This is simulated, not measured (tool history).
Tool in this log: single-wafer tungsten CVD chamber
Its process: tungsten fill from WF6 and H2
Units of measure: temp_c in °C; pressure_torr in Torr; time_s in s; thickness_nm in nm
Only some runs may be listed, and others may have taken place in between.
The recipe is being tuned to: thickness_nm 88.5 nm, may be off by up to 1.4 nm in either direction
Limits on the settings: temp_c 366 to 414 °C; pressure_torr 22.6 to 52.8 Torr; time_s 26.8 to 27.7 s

run  hour  temp_c  pressure_torr  time_s  thickness_nm
  1     0     390           37.7    26.8        70.041
  2   1.3     390           37.7    26.8         69.93
  3   2.3     385           37.7    26.8        63.098
  4     7     385             43    26.8        66.184
  5   9.5     385             43    26.8         66.79
  6  12.5     390           43.1    26.8        73.648
  7  20.5     390           43.1    26.8        74.046
  8  24.8     401           43.3    26.8        93.132
  9    27     400           43.3    26.8        90.379

Which of these 4 next moves meets every target?
  A  29.2     398           40.5    27.1             ?
  B  29.2     401           43.8    26.8             ?
  C  29.2     397           47.5    26.8             ?
  D  29.2     397           41.6    26.8             ?

move  thickness_nm
   A          86.1
   B        93.384
   C        89.178
   D         84.39
A: carries the result that was furthest off beyond its target, to the other side
B: the biggest miss grows against the last run
C: each result inside its tolerance
D: carries the result that was furthest off beyond its target, to the other side
C is the move that brings every result within its allowed miss.

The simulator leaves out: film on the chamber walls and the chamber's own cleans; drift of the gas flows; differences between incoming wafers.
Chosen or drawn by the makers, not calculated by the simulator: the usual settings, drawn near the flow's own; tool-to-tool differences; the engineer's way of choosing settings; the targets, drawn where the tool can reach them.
